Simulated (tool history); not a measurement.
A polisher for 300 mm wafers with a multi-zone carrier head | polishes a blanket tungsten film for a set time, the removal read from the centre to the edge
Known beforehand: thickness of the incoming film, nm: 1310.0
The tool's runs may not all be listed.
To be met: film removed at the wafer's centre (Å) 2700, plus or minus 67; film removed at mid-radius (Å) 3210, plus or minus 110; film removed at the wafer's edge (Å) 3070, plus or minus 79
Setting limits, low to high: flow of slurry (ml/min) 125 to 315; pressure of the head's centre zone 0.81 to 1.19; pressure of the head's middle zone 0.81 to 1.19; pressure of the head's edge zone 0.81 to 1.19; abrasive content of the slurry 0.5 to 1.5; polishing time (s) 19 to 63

run,hour,flow of slurry (ml/min),pressure of the head's centre zone,pressure of the head's middle zone,pressure of the head's edge zone,abrasive content of the slurry,polishing time (s),film removed at the wafer's centre (Å),film removed at mid-radius (Å),film removed at the wafer's edge (Å)
1,0,205,1,1,1,1,41,2339.4,2328.2,2247
2,9,205,1,1,1.04,1,41,2324.6,2328.1,2313.6
3,16,205,0.97,1,1.04,1,41,2263.9,2380.7,2300.8
4,20.2,225,0.97,1,1.04,1,41,2280.9,2376.3,2298.1
5,22.9,225,0.97,1,1.08,1,41,2290.6,2372.5,2339.2
6,23.6,225,0.97,1,1.08,1,46,2554,2667.7,2642.9
7,28,215,0.96,1.02,1.1,1.1,46,2597.9,2716.3,2648.3
8,36.9,220,0.92,1.02,1.12,1.15,47,2532.7,2864,2804.4
9,43.7,230,0.91,1.03,1.14,1.2,47,2535.4,2920.5,2795
10,49,230,0.9,1.03,1.15,1.25,48,2615.3,2945,2918.8

Exactly one of the 5 candidate moves below puts every result within its allowed miss. Which one?
A,54.3,250,0.83,0.97,1.19,1.4,53,?,?,?
B,54.3,215,0.84,0.89,1.16,1.5,52,?,?,?
C,54.3,275,0.88,1.05,1.15,1.5,48,?,?,?
D,54.3,250,0.83,1.06,1.16,1.2,51,?,?,?
E,54.3,220,0.85,1,1.15,0.8,58,?,?,?

move,film removed at the wafer's centre (Å),film removed at mid-radius (Å),film removed at the wafer's edge (Å)
A,2726.2,3247.7,3375.6
B,2698.7,2975.1,3296.5
C,2683.5,3205.3,3082
D,2546.4,3255.2,3120.7
E,2716.1,3240.3,3259.1
A: corrects the largest miss of the last run, while another result sits out of spec
B: further off than the last run
C: meets every target
D: corrects the largest miss of the last run, while another result sits out of spec
E: corrects the largest miss of the last run, while another result sits out of spec
The move that meets every target is C.

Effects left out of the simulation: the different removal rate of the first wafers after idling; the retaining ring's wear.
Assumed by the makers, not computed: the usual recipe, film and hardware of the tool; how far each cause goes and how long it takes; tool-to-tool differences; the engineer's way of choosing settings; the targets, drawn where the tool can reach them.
